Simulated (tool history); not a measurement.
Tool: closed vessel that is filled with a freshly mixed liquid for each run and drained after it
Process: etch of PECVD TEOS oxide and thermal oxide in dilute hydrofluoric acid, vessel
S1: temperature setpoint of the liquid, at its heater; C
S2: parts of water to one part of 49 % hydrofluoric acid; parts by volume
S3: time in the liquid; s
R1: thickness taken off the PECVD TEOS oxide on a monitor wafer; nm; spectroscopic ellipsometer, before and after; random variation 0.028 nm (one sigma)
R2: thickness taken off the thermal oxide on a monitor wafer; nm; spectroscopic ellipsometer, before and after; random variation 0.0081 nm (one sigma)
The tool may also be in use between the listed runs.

Run 1, hour 0.0: S1 26.0 C, S2 100 parts by volume, S3 60 s. Result: R1 13.3460 nm, R2 3.4195 nm.
Run 2, hour 2.0: S1 24.5 C, S2 110 parts by volume, S3 60 s. Result: R1 11.2090 nm, R2 2.9154 nm.
Run 3, hour 11.2: S1 24.0 C, S2 120 parts by volume, S3 60 s. Result: R1 10.0270 nm, R2 2.5821 nm.
Run 4, hour 14.7: S1 24.0 C, S2 120 parts by volume, S3 85 s. Result: R1 14.1550 nm, R2 3.6653 nm.
Run 5, hour 18.9: S1 23.0 C, S2 130 parts by volume, S3 80 s. Result: R1 11.7090 nm, R2 3.0442 nm.
Run 6, hour 19.8: S1 22.5 C, S2 140 parts by volume, S3 75 s. Result: R1 9.9885 nm, R2 2.5550 nm.
Run 7, hour 20.8: S1 21.5 C, S2 145 parts by volume, S3 70 s. Result: R1 8.5649 nm, R2 2.2031 nm.

The next listed run, before its measurement:
Run 8, hour 23.1: S1 18.0 C, S2 180 parts by volume, S3 60 s. Result: R1 ?, R2 ?.

Run 8 gave R1 4.9714 nm, R2 1.2809 nm.
